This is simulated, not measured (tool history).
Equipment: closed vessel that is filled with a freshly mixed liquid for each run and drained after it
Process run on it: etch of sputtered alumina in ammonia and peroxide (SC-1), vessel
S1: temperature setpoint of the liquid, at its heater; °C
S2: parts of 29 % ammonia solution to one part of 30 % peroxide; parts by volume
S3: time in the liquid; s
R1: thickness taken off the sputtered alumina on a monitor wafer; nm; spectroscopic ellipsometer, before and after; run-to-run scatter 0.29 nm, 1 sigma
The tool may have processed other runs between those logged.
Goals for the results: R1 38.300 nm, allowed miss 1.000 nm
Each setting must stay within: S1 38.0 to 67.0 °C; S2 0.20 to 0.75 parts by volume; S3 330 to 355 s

{"run": 1, "hour": 0.0, "S1": 51.0, "S2": 0.45, "S3": 330, "R1": 19.519}
{"run": 2, "hour": 2.8, "S1": 51.0, "S2": 0.45, "S3": 355, "R1": 21.162}
{"run": 3, "hour": 6.8, "S1": 51.0, "S2": 0.45, "S3": 330, "R1": 19.434}
{"run": 4, "hour": 13.6, "S1": 54.5, "S2": 0.45, "S3": 330, "R1": 23.493}
{"run": 5, "hour": 21.7, "S1": 57.5, "S2": 0.45, "S3": 330, "R1": 27.688}
{"run": 6, "hour": 28.1, "S1": 57.5, "S2": 0.6, "S3": 330, "R1": 28.338}
{"run": 7, "hour": 30.2, "S1": 59.5, "S2": 0.6, "S3": 330, "R1": 31.33}
{"run": 8, "hour": 37.7, "S1": 61.0, "S2": 0.6, "S3": 330, "R1": 33.947}

Pick the move, out of 4, that brings all results within their allowed miss; only one does.
{"run": "A", "hour": 45.2, "S1": 57.0, "S2": 0.7, "S3": 330, "R1": "?"}
{"run": "B", "hour": 45.2, "S1": 58.5, "S2": 0.6, "S3": 340, "R1": "?"}
{"run": "C", "hour": 45.2, "S1": 61.5, "S2": 0.75, "S3": 355, "R1": "?"}
{"run": "D", "hour": 45.2, "S1": 62.5, "S2": 0.45, "S3": 340, "R1": "?"}

move=A R1=27.657
move=B R1=30.367
move=C R1=37.769
move=D R1=36.262
A: the biggest miss grows against the last run
B: the biggest miss grows against the last run
C: each result inside its tolerance
D: better than the last run, though not everything is in spec
C is the move that brings every result within its allowed miss.

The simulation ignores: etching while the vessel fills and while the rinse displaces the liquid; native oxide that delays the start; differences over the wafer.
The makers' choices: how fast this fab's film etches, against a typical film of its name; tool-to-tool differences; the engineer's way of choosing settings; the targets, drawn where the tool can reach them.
